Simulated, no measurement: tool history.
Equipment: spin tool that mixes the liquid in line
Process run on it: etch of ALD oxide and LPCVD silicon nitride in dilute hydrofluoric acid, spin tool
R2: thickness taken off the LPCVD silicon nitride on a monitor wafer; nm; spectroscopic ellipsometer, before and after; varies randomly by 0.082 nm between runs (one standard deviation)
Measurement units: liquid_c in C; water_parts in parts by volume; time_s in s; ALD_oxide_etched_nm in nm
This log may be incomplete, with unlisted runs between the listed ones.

Run 1, hour 0.0: liquid_c 23.0 C, water_parts 200 parts by volume, time_s 175 s. Result: ALD_oxide_etched_nm 12.062 nm, R2 0.38154 nm.
Run 2, hour 0.9: liquid_c 24.5 C, water_parts 170 parts by volume, time_s 175 s. Result: ALD_oxide_etched_nm 15.614 nm, R2 0.53386 nm.
Run 3, hour 9.0: liquid_c 24.5 C, water_parts 170 parts by volume, time_s 230 s. Result: ALD_oxide_etched_nm 20.448 nm, R2 0.65921 nm.
Run 4, hour 14.5: liquid_c 25.5 C, water_parts 155 parts by volume, time_s 230 s. Result: ALD_oxide_etched_nm 23.718 nm, R2 0.77352 nm.
Run 5, hour 16.9: liquid_c 25.5 C, water_parts 215 parts by volume, time_s 230 s. Result: ALD_oxide_etched_nm 15.970 nm, R2 0.56684 nm.
Run 6, hour 21.8: liquid_c 25.5 C, water_parts 215 parts by volume, time_s 290 s. Result: ALD_oxide_etched_nm 19.853 nm, R2 0.78180 nm.
Run 7, hour 30.7: liquid_c 26.5 C, water_parts 200 parts by volume, time_s 290 s. Result: ALD_oxide_etched_nm 22.861 nm, R2 0.74493 nm.
Run 8, hour 36.7: liquid_c 26.5 C, water_parts 185 parts by volume, time_s 290 s. Result: ALD_oxide_etched_nm 24.908 nm, R2 0.92863 nm.
Run 9, hour 42.0: liquid_c 26.5 C, water_parts 185 parts by volume, time_s 290 s. Result: ALD_oxide_etched_nm 25.133 nm, R2 0.86272 nm.
Run 10, hour 46.5: liquid_c 27.5 C, water_parts 175 parts by volume, time_s 290 s. Result: ALD_oxide_etched_nm 27.980 nm, R2 0.98697 nm.
Run 11, hour 49.6: liquid_c 28.0 C, water_parts 170 parts by volume, time_s 290 s. Result: ALD_oxide_etched_nm 29.261 nm, R2 1.11540 nm.
Run 12, hour 52.6: liquid_c 28.0 C, water_parts 160 parts by volume, time_s 290 s. Result: ALD_oxide_etched_nm 31.602 nm, R2 1.13500 nm.
Run 13, hour 57.6: liquid_c 28.5 C, water_parts 155 parts by volume, time_s 290 s. Result: ALD_oxide_etched_nm 33.832 nm, R2 1.25820 nm.
Run 14, hour 63.6: liquid_c 28.5 C, water_parts 150 parts by volume, time_s 290 s. Result: ALD_oxide_etched_nm 34.708 nm, R2 1.12520 nm.
Run 15, hour 70.4: liquid_c 28.5 C, water_parts 150 parts by volume, time_s 290 s. Result: ALD_oxide_etched_nm 34.742 nm, R2 1.11450 nm.
Run 16, hour 71.7: liquid_c 28.5 C, water_parts 150 parts by volume, time_s 290 s. Result: ALD_oxide_etched_nm 34.896 nm, R2 1.31430 nm.

What will run 17 give?
Run 17, hour 73.9: liquid_c 29.0 C, water_parts 145 parts by volume, time_s 290 s. Result: ALD_oxide_etched_nm ?, R2 ?.

ALD_oxide_etched_nm: 36.551 nm
R2: 1.43780 nm
